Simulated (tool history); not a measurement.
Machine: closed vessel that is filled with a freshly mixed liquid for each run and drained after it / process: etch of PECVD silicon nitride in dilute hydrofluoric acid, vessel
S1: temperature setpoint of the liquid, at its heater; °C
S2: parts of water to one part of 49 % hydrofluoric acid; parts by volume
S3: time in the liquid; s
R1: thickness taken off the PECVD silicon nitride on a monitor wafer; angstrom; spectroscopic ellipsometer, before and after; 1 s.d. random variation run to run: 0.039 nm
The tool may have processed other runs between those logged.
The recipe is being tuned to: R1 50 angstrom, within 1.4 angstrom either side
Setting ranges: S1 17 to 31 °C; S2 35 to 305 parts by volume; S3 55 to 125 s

{"run": 1, "hour": 0.0, "S1": 23, "S2": 170, "S3": 125, "R1": 36.415}
{"run": 2, "hour": 6.7, "S1": 23, "S2": 170, "S3": 55, "R1": 16.093}
{"run": 3, "hour": 11.6, "S1": 23, "S2": 170, "S3": 125, "R1": 36.288}
{"run": 4, "hour": 14.6, "S1": 24, "S2": 170, "S3": 125, "R1": 38.194}
{"run": 5, "hour": 20.7, "S1": 24, "S2": 200, "S3": 125, "R1": 33.092}
{"run": 6, "hour": 22.9, "S1": 24.5, "S2": 200, "S3": 125, "R1": 34.204}
{"run": 7, "hour": 26.3, "S1": 28.5, "S2": 195, "S3": 125, "R1": 44.806}
{"run": 8, "hour": 29.4, "S1": 29, "S2": 195, "S3": 125, "R1": 45.769}
{"run": 9, "hour": 37.6, "S1": 29.5, "S2": 195, "S3": 125, "R1": 47.624}

Below are 4 possible settings for the next run. Only one of them brings all results inside the allowed miss of their targets. Which is it?
{"run": "A", "hour": 45.8, "S1": 29.5, "S2": 170, "S3": 125, "R1": "?"}
{"run": "B", "hour": 45.8, "S1": 30, "S2": 190, "S3": 125, "R1": "?"}
{"run": "C", "hour": 45.8, "S1": 31, "S2": 215, "S3": 125, "R1": "?"}
{"run": "D", "hour": 45.8, "S1": 27.5, "S2": 175, "S3": 125, "R1": "?"}

move=A R1=53.975
move=B R1=49.682
move=C R1=46.462
move=D R1=46.361
A: takes the result that was furthest off past its target
B: in spec on every target
C: moves away from the targets compared with the last run
D: moves away from the targets compared with the last run
Answer: B
